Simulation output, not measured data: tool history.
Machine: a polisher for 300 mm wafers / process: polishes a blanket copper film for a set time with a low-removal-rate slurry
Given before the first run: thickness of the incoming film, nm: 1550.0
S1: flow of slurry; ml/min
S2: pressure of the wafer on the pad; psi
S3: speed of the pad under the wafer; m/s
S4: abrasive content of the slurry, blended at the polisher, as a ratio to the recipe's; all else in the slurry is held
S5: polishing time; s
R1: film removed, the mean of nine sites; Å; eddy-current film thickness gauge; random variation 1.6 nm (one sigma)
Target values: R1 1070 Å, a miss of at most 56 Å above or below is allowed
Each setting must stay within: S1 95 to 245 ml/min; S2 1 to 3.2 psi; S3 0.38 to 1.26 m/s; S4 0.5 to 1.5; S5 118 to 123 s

Run 1, hour 0: S1 155 ml/min, S2 2.1 psi, S3 0.82 m/s, S4 1, S5 118 s. Result: R1 1702.6 Å.
Run 2, hour 0.7: S1 120 ml/min, S2 2.1 psi, S3 0.82 m/s, S4 1, S5 118 s. Result: R1 1620.6 Å.
Run 3, hour 5.4: S1 120 ml/min, S2 2.1 psi, S3 0.7 m/s, S4 1, S5 118 s. Result: R1 1364.8 Å.
Run 4, hour 12.5: S1 120 ml/min, S2 2.1 psi, S3 0.7 m/s, S4 1, S5 123 s. Result: R1 1466.9 Å.
Run 5, hour 21: S1 120 ml/min, S2 1.7 psi, S3 0.7 m/s, S4 1, S5 123 s. Result: R1 1175.3 Å.
Run 6, hour 29.2: S1 120 ml/min, S2 2.1 psi, S3 0.7 m/s, S4 1, S5 123 s. Result: R1 1397.7 Å.
Run 7, hour 33.3: S1 120 ml/min, S2 2 psi, S3 0.7 m/s, S4 1, S5 123 s. Result: R1 1372.2 Å.
Run 8, hour 40.5: S1 120 ml/min, S2 1.9 psi, S3 0.7 m/s, S4 1, S5 123 s. Result: R1 1293.6 Å.
Run 9, hour 43.6: S1 120 ml/min, S2 1.8 psi, S3 0.7 m/s, S4 1, S5 123 s. Result: R1 1210.6 Å.
Run 10, hour 45.9: S1 115 ml/min, S2 1.7 psi, S3 0.7 m/s, S4 1, S5 123 s. Result: R1 1169.8 Å.

Below are 4 possible settings for the next run. Only one of them brings all results inside the allowed miss of their targets. Which is it?
Run A, hour 48.2: S1 135 ml/min, S2 1.5 psi, S3 0.78 m/s, S4 1, S5 120 s. Result: R1 ?.
Run B, hour 48.2: S1 115 ml/min, S2 1.6 psi, S3 0.64 m/s, S4 1, S5 118 s. Result: R1 ?.
Run C, hour 48.2: S1 105 ml/min, S2 1.8 psi, S3 0.7 m/s, S4 0.9, S5 123 s. Result: R1 ?.
Run D, hour 48.2: S1 150 ml/min, S2 1.9 psi, S3 0.58 m/s, S4 1.05, S5 118 s. Result: R1 ?.

move      R1
   A  1181.9
   B  985.05
   C  1187.5
   D  1098.1
A: the biggest miss grows against the last run
B: pushes the last run's worst result past its target
C: the biggest miss grows against the last run
D: all results in spec
Correct choice: D, which meets every target

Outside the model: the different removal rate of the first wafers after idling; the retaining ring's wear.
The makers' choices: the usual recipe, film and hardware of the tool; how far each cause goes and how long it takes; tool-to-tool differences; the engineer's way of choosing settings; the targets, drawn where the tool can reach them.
